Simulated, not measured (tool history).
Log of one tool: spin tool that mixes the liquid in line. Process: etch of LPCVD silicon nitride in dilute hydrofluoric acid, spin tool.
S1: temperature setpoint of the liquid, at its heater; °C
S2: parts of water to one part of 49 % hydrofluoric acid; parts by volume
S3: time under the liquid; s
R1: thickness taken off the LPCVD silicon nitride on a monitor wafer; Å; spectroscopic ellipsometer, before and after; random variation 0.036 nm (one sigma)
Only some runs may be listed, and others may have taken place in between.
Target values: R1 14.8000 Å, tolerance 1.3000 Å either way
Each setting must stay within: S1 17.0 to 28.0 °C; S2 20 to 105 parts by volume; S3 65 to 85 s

run,hour,S1,S2,S3,R1
1,0.0,20.0,55,85,5.2156
2,8.5,20.0,70,85,4.2320
3,12.9,22.0,55,85,6.0174
4,17.0,23.5,45,85,8.2798
5,19.1,23.5,45,85,7.9921
6,22.1,25.0,45,85,9.0378
7,30.1,26.0,40,85,10.5630
8,35.7,26.5,35,85,12.5110
9,37.2,28.0,30,85,15.9190

Of the 4 settings listed for the next run, only one would bring every result within its allowed miss of target. Which one?
A,38.7,28.0,35,75,?
B,38.7,27.5,25,80,?
C,38.7,28.0,25,80,?
D,38.7,26.5,30,85,?

move,R1
A,11.8580
B,16.9600
C,17.5330
D,14.1310
A: carries the result that was furthest off beyond its target, to the other side
B: further off than the last run
C: further off than the last run
D: meets every target
Correct choice: D, which meets every target
